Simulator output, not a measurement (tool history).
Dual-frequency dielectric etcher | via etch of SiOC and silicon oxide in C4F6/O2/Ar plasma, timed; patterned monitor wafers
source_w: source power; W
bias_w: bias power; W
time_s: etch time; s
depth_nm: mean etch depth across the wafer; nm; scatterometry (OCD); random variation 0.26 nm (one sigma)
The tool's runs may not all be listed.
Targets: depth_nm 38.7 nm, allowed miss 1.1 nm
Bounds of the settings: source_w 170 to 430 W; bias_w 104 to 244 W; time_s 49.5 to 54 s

run	hour	source_w	bias_w	time_s	depth_nm
1	0	300	174	54	52.674
2	7.9	300	192	54	54.613
3	14.8	300	192	49.5	49.955
4	20.9	300	192	54	54.26
5	29.2	300	219	54	57.809
6	33.5	300	219	49.5	53.073
7	35.4	260	195	49.5	46.604
8	38.8	240	192	49.5	44.313
9	46	220	190	49.5	42.337
10	47.8	210	189	49.5	40.449

Which of these 5 next moves meets every target?
A	49.6	210	179	52.5	?
B	49.6	200	198	52	?
C	49.6	190	212	52.5	?
D	49.6	220	152	50.5	?
E	49.6	200	219	49.5	?

move	depth_nm
A	42.196
B	42.473
C	42.848
D	38.744
E	42.297
A: further off than the last run
B: further off than the last run
C: further off than the last run
D: meets every target
E: further off than the last run
Answer: D
